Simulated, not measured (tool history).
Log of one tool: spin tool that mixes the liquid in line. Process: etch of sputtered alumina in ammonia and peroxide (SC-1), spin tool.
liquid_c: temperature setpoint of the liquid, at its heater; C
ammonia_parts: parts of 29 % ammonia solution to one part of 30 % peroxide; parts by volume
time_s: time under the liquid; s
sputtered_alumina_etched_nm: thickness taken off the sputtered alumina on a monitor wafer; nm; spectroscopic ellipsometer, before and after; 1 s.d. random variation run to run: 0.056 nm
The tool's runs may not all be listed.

Run 1, day 0.000: liquid_c 49 C, ammonia_parts 0.55 parts by volume, time_s 70 s. Result: sputtered_alumina_etched_nm 2.8310 nm.
Run 2, day 0.033: liquid_c 49 C, ammonia_parts 0.55 parts by volume, time_s 50 s. Result: sputtered_alumina_etched_nm 2.0146 nm.
Run 3, day 0.108: liquid_c 53 C, ammonia_parts 0.60 parts by volume, time_s 55 s. Result: sputtered_alumina_etched_nm 2.7805 nm.
Run 4, day 0.454: liquid_c 56 C, ammonia_parts 0.65 parts by volume, time_s 60 s. Result: sputtered_alumina_etched_nm 3.6210 nm.
Run 5, day 0.817: liquid_c 56 C, ammonia_parts 0.65 parts by volume, time_s 70 s. Result: sputtered_alumina_etched_nm 4.1686 nm.
Run 6, day 0.912: liquid_c 57 C, ammonia_parts 0.65 parts by volume, time_s 70 s. Result: sputtered_alumina_etched_nm 4.4169 nm.
Run 7, day 1.154: liquid_c 58 C, ammonia_parts 0.65 parts by volume, time_s 70 s. Result: sputtered_alumina_etched_nm 4.6538 nm.

The next listed run, before its measurement:
Run 8, day 1.392: liquid_c 59 C, ammonia_parts 0.65 parts by volume, time_s 70 s. Result: sputtered_alumina_etched_nm ?.

{"run 8": {"sputtered_alumina_etched_nm": 4.9629}}
